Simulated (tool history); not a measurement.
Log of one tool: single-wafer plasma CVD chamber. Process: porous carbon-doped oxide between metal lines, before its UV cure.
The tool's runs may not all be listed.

| run | hour | heater temperature setpoint (K) | RF power (W) | deposition time (s) | mean film thickness on the monitor wafer (nm) |
|---|---|---|---|---|---|
| 1 | 0.0 | 583.15 | 655 | 53.8 | 312.61 |
| 2 | 7.0 | 584.15 | 650 | 53.8 | 311.34 |
| 3 | 7.6 | 584.15 | 700 | 53.8 | 323.57 |
| 4 | 9.2 | 584.15 | 700 | 55.4 | 333.32 |
| 5 | 17.7 | 586.15 | 695 | 55.3 | 328.13 |
| 6 | 25.1 | 588.15 | 690 | 55.3 | 323.99 |
| 7 | 29.8 | 589.15 | 685 | 55.3 | 322.08 |

Run 8 comes next. What will it give?
| 8 | 30.4 | 590.15 | 680 | 55.3 | ? |

mean film thickness on the monitor wafer (nm): 319.35
